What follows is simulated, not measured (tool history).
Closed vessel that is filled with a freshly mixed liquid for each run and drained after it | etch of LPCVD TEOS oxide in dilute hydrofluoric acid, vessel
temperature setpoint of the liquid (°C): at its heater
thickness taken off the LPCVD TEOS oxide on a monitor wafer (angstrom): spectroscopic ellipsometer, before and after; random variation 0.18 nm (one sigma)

run	hour	temperature setpoint of the liquid (°C)	parts of water to one part of 49 % hydrofluoric acid (parts by volume)	time in the liquid (s)	thickness taken off the LPCVD TEOS oxide on a monitor wafer (angstrom)
1	0	25	245	110	92.528
2	6.5	26.5	215	110	113.93
3	13.5	26.5	215	120	125.79
4	20.3	23.5	215	120	112.4
5	24.8	23.5	285	120	78.015
6	30.9	23.5	285	120	79.508
7	35.1	25	255	120	96.327
8	40.7	26.5	230	120	115.1

The next listed run, before its measurement:
9	47	27.5	205	120	?

thickness taken off the LPCVD TEOS oxide on a monitor wafer (angstrom): 136.74

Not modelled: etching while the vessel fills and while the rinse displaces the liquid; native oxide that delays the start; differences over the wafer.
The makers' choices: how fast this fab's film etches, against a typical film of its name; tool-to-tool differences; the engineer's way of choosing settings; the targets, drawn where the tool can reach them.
